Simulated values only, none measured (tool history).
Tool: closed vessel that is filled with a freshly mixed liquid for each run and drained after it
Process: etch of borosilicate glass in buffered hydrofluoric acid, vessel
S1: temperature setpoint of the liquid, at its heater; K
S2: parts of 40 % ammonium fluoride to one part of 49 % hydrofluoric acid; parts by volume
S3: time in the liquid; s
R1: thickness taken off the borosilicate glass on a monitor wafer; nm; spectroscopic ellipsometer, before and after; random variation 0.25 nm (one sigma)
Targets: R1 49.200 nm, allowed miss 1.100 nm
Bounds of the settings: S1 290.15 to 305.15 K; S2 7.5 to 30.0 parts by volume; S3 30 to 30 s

| run | hour | S1 | S2 | S3 | R1 |
|---|---|---|---|---|---|
| 1 | 0.0 | 298.15 | 20.5 | 30 | 20.130 |
| 2 | 8.5 | 301.65 | 20.5 | 30 | 24.315 |
| 3 | 10.5 | 302.15 | 18.5 | 30 | 27.802 |
| 4 | 18.5 | 302.65 | 17.0 | 30 | 30.655 |
|  | 27.0 | thermometer replaced |
| 5 | 27.0 | 302.65 | 11.5 | 30 | 42.274 |
| 6 | 28.5 | 302.65 | 11.5 | 30 | 41.805 |
| 7 | 35.2 | 303.15 | 11.5 | 30 | 43.206 |
| 8 | 41.1 | 303.65 | 11.5 | 30 | 44.073 |

5 next moves are on the table. One of them brings every result within its allowed miss. Which?
| A | 47.0 | 300.65 | 11.5 | 30 | ? |
| B | 47.0 | 304.15 | 12.5 | 30 | ? |
| C | 47.0 | 303.65 | 12.0 | 30 | ? |
| D | 47.0 | 303.15 | 10.5 | 30 | ? |
| E | 47.0 | 304.15 | 10.5 | 30 | ? |

| move | R1 |
|---|---|
| A | 37.450 |
| B | 41.374 |
| C | 41.975 |
| D | 46.647 |
| E | 49.111 |
A: further off than the last run
B: further off than the last run
C: further off than the last run
D: nearer than the last run, and not there yet
E: meets every target
Answer: E
